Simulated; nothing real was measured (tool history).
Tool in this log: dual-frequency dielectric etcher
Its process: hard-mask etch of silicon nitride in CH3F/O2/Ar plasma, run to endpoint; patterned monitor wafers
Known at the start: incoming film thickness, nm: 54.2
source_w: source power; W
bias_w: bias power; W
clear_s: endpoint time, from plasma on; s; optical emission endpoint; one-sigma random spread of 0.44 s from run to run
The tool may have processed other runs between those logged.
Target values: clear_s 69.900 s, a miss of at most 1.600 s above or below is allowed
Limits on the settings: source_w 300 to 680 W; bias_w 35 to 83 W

| run | hour | source_w | bias_w | clear_s |
|---|---|---|---|---|
| 1 | 0.0 | 490 | 59 | 79.879 |
| 2 | 7.4 | 510 | 60 | 76.987 |
| 3 | 13.7 | 570 | 60 | 72.442 |
| 4 | 16.7 | 570 | 50 | 77.029 |
| 5 | 21.3 | 510 | 50 | 82.396 |
| 6 | 24.7 | 450 | 50 | 88.365 |
| 7 | 33.3 | 450 | 50 | 88.063 |
| 8 | 35.6 | 480 | 51 | 83.691 |
| 9 | 44.2 | 500 | 52 | 82.407 |

Exercise: of the 5 proposed moves below, exactly one satisfies all targets within the stated allowed misses. Which move is it?
| A | 52.8 | 600 | 68 | ? |
| B | 52.8 | 630 | 48 | ? |
| C | 52.8 | 680 | 62 | ? |
| D | 52.8 | 590 | 54 | ? |
| E | 52.8 | 580 | 66 | ? |

| move | clear_s |
|---|---|
| A | 67.570 |
| B | 73.554 |
| C | 65.123 |
| D | 73.544 |
| E | 69.541 |
A: pushes the last run's worst result past its target
B: moves toward the targets from the last run without getting all of them in spec
C: pushes the last run's worst result past its target
D: moves toward the targets from the last run without getting all of them in spec
E: hits every target within its allowed miss
So the answer is move E, the one that meets all the targets.
